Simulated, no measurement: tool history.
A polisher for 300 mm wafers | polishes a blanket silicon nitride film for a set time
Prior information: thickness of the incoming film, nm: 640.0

run  hour  flow of slurry (ml/min)  pressure of the wafer on the pad (psi)  speed of the pad under the wafer (cm/s)  polishing time (s)  film removed (Å)
  1     0                      185                                     2.3                                      102                 125              1219
  2   5.7                      180                                     2.1                                      102                 125              1106
  3  12.6                      175                                     1.9                                      102                 125            1002.8
  4  17.7                      175                                     1.9                                      124                 125            1141.1
  5  25.4                      195                                     1.9                                      124                 125            1181.9
  6  30.1                      155                                     1.9                                      124                 125            1131.6

Expected results for the next run?
  7  31.7                      150                                     1.7                                      124                 125                 ?

film removed (Å): 1009.8
